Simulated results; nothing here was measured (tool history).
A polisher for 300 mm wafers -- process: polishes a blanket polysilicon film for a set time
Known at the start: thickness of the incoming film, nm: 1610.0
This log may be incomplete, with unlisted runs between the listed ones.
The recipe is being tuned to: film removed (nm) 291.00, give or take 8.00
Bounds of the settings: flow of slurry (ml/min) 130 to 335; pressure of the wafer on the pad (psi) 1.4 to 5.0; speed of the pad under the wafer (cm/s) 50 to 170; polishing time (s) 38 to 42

| run | hour | flow of slurry (ml/min) | pressure of the wafer on the pad (psi) | speed of the pad under the wafer (cm/s) | polishing time (s) | film removed (nm) |
|---|---|---|---|---|---|---|
| 1 | 0.0 | 215 | 3.2 | 110 | 42 | 449.59 |
| 2 | 6.0 | 210 | 2.9 | 110 | 42 | 406.68 |
| 3 | 14.7 | 210 | 2.9 | 110 | 38 | 368.06 |
| 4 | 19.5 | 205 | 2.7 | 110 | 38 | 342.77 |
| 5 | 22.2 | 205 | 3.1 | 110 | 38 | 395.54 |
| 6 | 26.4 | 200 | 2.9 | 110 | 38 | 364.81 |
| 7 | 33.9 | 190 | 2.8 | 110 | 38 | 350.97 |
| 8 | 35.0 | 185 | 2.7 | 110 | 38 | 342.25 |
| 9 | 38.8 | 185 | 2.6 | 110 | 38 | 325.84 |
| 10 | 45.2 | 185 | 2.6 | 110 | 38 | 329.42 |
| 11 | 48.4 | 180 | 2.5 | 110 | 38 | 315.34 |
| 12 | 57.2 | 175 | 2.5 | 110 | 38 | 310.66 |
| 13 | 58.5 | 170 | 2.5 | 110 | 38 | 312.28 |
| 14 | 64.6 | 165 | 2.5 | 110 | 38 | 303.43 |
| 15 | 68.6 | 160 | 2.5 | 110 | 38 | 310.27 |
| 16 | 74.4 | 160 | 2.5 | 110 | 38 | 305.84 |
| 17 | 77.2 | 155 | 2.5 | 110 | 38 | 306.46 |

Exactly one of the 4 candidate moves below puts every result within its allowed miss. Which one?
| A | 80.0 | 160 | 2.4 | 114 | 42 | ? |
| B | 80.0 | 160 | 2.0 | 116 | 42 | ? |
| C | 80.0 | 160 | 2.5 | 120 | 38 | ? |
| D | 80.0 | 155 | 2.5 | 106 | 40 | ? |

| move | film removed (nm) |
|---|---|
| A | 337.59 |
| B | 288.28 |
| C | 333.55 |
| D | 310.18 |
A: moves away from the targets compared with the last run
B: every result within its allowed miss
C: moves away from the targets compared with the last run
D: moves away from the targets compared with the last run
Go with B: it meets all targets.
